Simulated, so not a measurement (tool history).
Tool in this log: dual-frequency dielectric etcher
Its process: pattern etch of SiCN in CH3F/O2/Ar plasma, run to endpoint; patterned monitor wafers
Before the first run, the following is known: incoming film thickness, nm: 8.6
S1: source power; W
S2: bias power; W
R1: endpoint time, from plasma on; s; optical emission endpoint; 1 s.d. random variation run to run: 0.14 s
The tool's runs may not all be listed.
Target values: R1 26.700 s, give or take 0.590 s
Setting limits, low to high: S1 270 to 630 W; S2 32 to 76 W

run  hour   S1  S2      R1
  1   0.0  450  54  24.149
  2   7.9  450  60  23.647
  3  14.0  450  64  23.356
  4  17.2  500  64  22.027
     21.1  -- wet clean of the chamber
  5  21.1  550  64  20.423
  6  25.7  490  64  21.687
  7  33.7  440  63  22.803
  8  37.0  390  60  24.520
  9  42.0  360  59  25.485
 10  46.8  350  59  25.735

Below are 5 possible settings for the next run. Only one of them brings all results inside the allowed miss of their targets. Which is it?
  A  51.6  380  67   ?
  B  51.6  400  44   ?
  C  51.6  360  63   ?
  D  51.6  370  67   ?
  E  51.6  380  57   ?

move      R1
   A  23.759
   B  26.298
   C  24.856
   D  24.059
   E  24.990
A: moves away from the targets compared with the last run
B: every result within its allowed miss
C: moves away from the targets compared with the last run
D: moves away from the targets compared with the last run
E: moves away from the targets compared with the last run
The move that meets every target is B.
